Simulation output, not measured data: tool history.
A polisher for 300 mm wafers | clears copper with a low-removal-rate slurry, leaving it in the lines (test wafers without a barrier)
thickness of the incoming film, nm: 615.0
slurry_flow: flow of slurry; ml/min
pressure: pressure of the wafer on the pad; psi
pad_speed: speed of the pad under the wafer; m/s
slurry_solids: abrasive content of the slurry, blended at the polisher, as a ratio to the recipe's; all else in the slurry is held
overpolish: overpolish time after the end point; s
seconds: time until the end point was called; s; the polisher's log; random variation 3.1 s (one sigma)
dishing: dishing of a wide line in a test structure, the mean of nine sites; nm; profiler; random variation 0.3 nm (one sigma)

run 1 hour=0.0 | slurry_flow=135 pressure=3.2 pad_speed=1.20 slurry_solids=1.0 overpolish=19 | seconds=177.60 dishing=37.627
run 2 hour=3.5 | slurry_flow=130 pressure=2.8 pad_speed=1.20 slurry_solids=1.0 overpolish=19 | seconds=197.93 dishing=35.010
run 3 hour=7.9 | slurry_flow=130 pressure=2.8 pad_speed=1.32 slurry_solids=1.0 overpolish=19 | seconds=180.35 dishing=37.137
run 4 hour=13.8 | slurry_flow=125 pressure=2.5 pad_speed=1.26 slurry_solids=1.0 overpolish=19 | seconds=209.00 dishing=33.861
run 5 hour=20.6 | slurry_flow=125 pressure=2.5 pad_speed=1.52 slurry_solids=1.0 overpolish=19 | seconds=179.53 dishing=37.720
run 6 hour=21.6 | slurry_flow=145 pressure=2.5 pad_speed=1.52 slurry_solids=1.0 overpolish=19 | seconds=172.45 dishing=38.098
run 7 hour=30.5 | slurry_flow=140 pressure=2.2 pad_speed=1.42 slurry_solids=1.0 overpolish=19 | seconds=203.00 dishing=34.486
run 8 hour=32.0 | slurry_flow=135 pressure=2.0 pad_speed=1.34 slurry_solids=1.0 overpolish=19 | seconds=234.75 dishing=31.523
run 9 hour=38.8 | slurry_flow=105 pressure=1.4 pad_speed=1.18 slurry_solids=1.0 overpolish=20 | seconds=346.88 dishing=24.001

Forecast run 10:
run 10 hour=45.4 | slurry_flow=120 pressure=1.5 pad_speed=1.18 slurry_solids=1.0 overpolish=21 | seconds=? dishing=?

{"run 10": {"seconds": 319.67, "dishing": 26.02}}
